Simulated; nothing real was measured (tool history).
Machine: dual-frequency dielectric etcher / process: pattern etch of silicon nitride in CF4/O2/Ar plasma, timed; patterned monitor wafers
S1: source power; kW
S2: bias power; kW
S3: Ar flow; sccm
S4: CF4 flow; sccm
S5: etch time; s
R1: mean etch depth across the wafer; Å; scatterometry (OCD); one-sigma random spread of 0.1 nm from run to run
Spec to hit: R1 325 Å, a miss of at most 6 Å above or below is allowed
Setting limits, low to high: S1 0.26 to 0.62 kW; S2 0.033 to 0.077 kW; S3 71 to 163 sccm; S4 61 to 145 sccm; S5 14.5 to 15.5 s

{"run": 1, "hour": 0.0, "S1": 0.44, "S2": 0.055, "S3": 117, "S4": 103, "S5": 14.5, "R1": 254.74}
{"run": 2, "hour": 0.8, "S1": 0.46, "S2": 0.055, "S3": 117, "S4": 103, "S5": 14.5, "R1": 262.03}
{"run": 3, "hour": 3.9, "S1": 0.46, "S2": 0.055, "S3": 105, "S4": 103, "S5": 14.5, "R1": 265.76}
{"run": 4, "hour": 7.5, "S1": 0.48, "S2": 0.055, "S3": 105, "S4": 103, "S5": 14.5, "R1": 274.97}
{"hour": 15.3, "done": "source power generator calibrated"}
{"run": 5, "hour": 15.3, "S1": 0.5, "S2": 0.055, "S3": 105, "S4": 103, "S5": 14.5, "R1": 290.97}
{"run": 6, "hour": 16.9, "S1": 0.5, "S2": 0.055, "S3": 105, "S4": 88, "S5": 14.5, "R1": 284.17}
{"run": 7, "hour": 20.8, "S1": 0.51, "S2": 0.055, "S3": 105, "S4": 88, "S5": 14.5, "R1": 288.73}
{"run": 8, "hour": 24.8, "S1": 0.52, "S2": 0.055, "S3": 105, "S4": 88, "S5": 14.5, "R1": 296}
{"run": 9, "hour": 26.2, "S1": 0.53, "S2": 0.055, "S3": 105, "S4": 88, "S5": 14.5, "R1": 296.96}

Exercise: of the 5 proposed moves below, exactly one satisfies all targets within the stated allowed misses. Which move is it?
{"run": "A", "hour": 27.6, "S1": 0.43, "S2": 0.061, "S3": 121, "S4": 119, "S5": 15, "R1": "?"}
{"run": "B", "hour": 27.6, "S1": 0.55, "S2": 0.052, "S3": 112, "S4": 90, "S5": 15, "R1": "?"}
{"run": "C", "hour": 27.6, "S1": 0.48, "S2": 0.053, "S3": 97, "S4": 72, "S5": 15, "R1": "?"}
{"run": "D", "hour": 27.6, "S1": 0.5, "S2": 0.052, "S3": 75, "S4": 64, "S5": 14.5, "R1": "?"}
{"run": "E", "hour": 27.6, "S1": 0.57, "S2": 0.048, "S3": 101, "S4": 87, "S5": 15.5, "R1": "?"}

move=A R1=278.57
move=B R1=311.07
move=C R1=277.3
move=D R1=278.82
move=E R1=324.12
A: its largest miss is bigger than the last run's
B: closer than the last run, but not yet in spec
C: its largest miss is bigger than the last run's
D: its largest miss is bigger than the last run's
E: in spec on every target
Go with E: it meets all targets.

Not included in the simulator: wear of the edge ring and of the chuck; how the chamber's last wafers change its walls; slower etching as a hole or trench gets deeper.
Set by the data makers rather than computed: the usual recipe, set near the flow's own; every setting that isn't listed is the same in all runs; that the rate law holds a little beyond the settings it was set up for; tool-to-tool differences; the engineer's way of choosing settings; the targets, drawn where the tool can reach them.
